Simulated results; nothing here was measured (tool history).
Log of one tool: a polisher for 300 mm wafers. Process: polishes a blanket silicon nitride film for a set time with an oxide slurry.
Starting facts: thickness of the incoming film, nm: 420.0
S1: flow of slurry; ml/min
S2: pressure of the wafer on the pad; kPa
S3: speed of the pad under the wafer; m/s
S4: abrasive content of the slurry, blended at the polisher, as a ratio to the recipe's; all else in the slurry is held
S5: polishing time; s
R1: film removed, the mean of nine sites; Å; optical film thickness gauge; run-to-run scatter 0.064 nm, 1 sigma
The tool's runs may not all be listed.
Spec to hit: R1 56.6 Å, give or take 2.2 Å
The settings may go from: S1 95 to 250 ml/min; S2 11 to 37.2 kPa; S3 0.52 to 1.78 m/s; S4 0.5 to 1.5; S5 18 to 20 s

| run | hour | S1 | S2 | S3 | S4 | S5 | R1 |
|---|---|---|---|---|---|---|---|
| 1 | 0 | 160 | 24.1 | 1.14 | 1 | 20 | 115.2 |
| 2 | 4.2 | 160 | 21.4 | 1.1 | 1 | 20 | 99.874 |
| 3 | 4.8 | 160 | 19.3 | 1.06 | 1 | 20 | 85.869 |
| 4 | 10.2 | 160 | 17.9 | 1.06 | 1 | 20 | 81.938 |
| 5 | 13.6 | 160 | 17.9 | 1.06 | 0.8 | 20 | 72.091 |
| 6 | 19 | 160 | 17.2 | 1.06 | 0.8 | 20 | 67.892 |
| 7 | 21.4 | 160 | 16.5 | 1.06 | 0.8 | 20 | 65.129 |
| 8 | 24.3 | 160 | 15.9 | 1.06 | 0.8 | 20 | 64.188 |
| 9 | 27.6 | 160 | 15.2 | 1.06 | 0.8 | 20 | 59.605 |

Next run, 4 choices. One meets every target within its allowed miss, the rest don't. Which?
| A | 30.9 | 160 | 15.2 | 1.06 | 0.9 | 19 | ? |
| B | 30.9 | 145 | 16.5 | 0.98 | 0.85 | 18 | ? |
| C | 30.9 | 185 | 21.4 | 1.12 | 0.6 | 18 | ? |
| D | 30.9 | 135 | 17.2 | 1.02 | 0.75 | 20 | ? |

| move | R1 |
|---|---|
| A | 62.396 |
| B | 57.317 |
| C | 67.506 |
| D | 62.412 |
A: the biggest miss grows against the last run
B: every result within its allowed miss
C: the biggest miss grows against the last run
D: the biggest miss grows against the last run
The move that meets every target is B.

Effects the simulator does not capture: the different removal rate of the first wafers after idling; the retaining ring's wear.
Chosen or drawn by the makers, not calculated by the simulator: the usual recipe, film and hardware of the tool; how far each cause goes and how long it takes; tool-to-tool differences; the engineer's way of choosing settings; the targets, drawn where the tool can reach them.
